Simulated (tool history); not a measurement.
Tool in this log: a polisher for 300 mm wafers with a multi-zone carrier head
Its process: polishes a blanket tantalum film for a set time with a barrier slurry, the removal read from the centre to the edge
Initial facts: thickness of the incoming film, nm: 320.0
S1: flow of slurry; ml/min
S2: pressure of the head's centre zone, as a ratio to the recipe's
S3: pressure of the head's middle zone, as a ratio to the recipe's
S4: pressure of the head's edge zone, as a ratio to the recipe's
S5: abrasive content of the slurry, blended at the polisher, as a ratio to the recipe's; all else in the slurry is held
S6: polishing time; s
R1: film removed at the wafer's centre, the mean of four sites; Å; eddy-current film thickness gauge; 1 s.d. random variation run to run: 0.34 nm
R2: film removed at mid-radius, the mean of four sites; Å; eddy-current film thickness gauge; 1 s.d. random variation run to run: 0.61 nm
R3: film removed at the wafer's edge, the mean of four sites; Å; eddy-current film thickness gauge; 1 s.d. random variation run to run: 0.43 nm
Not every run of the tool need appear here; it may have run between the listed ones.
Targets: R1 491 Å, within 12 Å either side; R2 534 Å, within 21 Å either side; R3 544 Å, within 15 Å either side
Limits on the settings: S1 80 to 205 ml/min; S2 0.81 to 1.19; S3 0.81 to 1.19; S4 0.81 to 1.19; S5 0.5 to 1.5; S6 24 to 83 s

run  hour   S1    S2    S3    S4    S5  S6      R1      R2      R3
  1     0  135     1     1     1     1  53  834.08  792.29  848.47
  2   2.4  135     1     1     1     1  59  930.07  904.24  964.56
  3   6.5  105     1     1     1     1  59  863.06  845.06  912.43
  4  13.2  125     1     1     1     1  59  904.35  892.48  942.08
  5  13.9  120  0.97     1  0.97   0.9  56  808.83  813.66  853.53
  6  16.2  120  1.06     1  0.97   0.9  56  896.22  808.11  855.66
  7  22.1  115  1.02     1  0.95   0.8  53  781.57  732.14  770.94
  8  24.1   95  0.92  0.99  0.85  0.55  41  482.14  506.26   518.5
  9  27.5  100  0.92  0.99  0.86  0.55  41  490.13   511.9  525.08
 10  30.1  100  0.92     1  0.87  0.55  41  483.12  524.99  527.25

Consider the 5 candidate settings below. Which is the only one whose results all fall within their allowed miss of target?
  A  32.7   85  0.94  1.04  0.92   0.5  43   ?   ?   ?
  B  32.7   95  0.94  1.02  0.84   0.5  41   ?   ?   ?
  C  32.7   80   0.9  0.99  0.93  0.65  44   ?   ?   ?
  D  32.7  130  0.85  1.06  0.81   0.6  41   ?   ?   ?
  E  32.7   80  0.89  0.93  0.97  0.85  41   ?   ?   ?

move      R1      R2      R3
   A  491.48  525.04   538.4
   B  486.61  508.75  504.58
   C  493.04  529.86  573.24
   D  495.83   586.2  540.64
   E  476.97  492.13  572.19
A: meets every target
B: misses by more than the last run did
C: takes the result that was furthest off past its target
D: puts the biggest miss on target and leaves a different result outside tolerance
E: takes the result that was furthest off past its target
The move that meets every target is A.
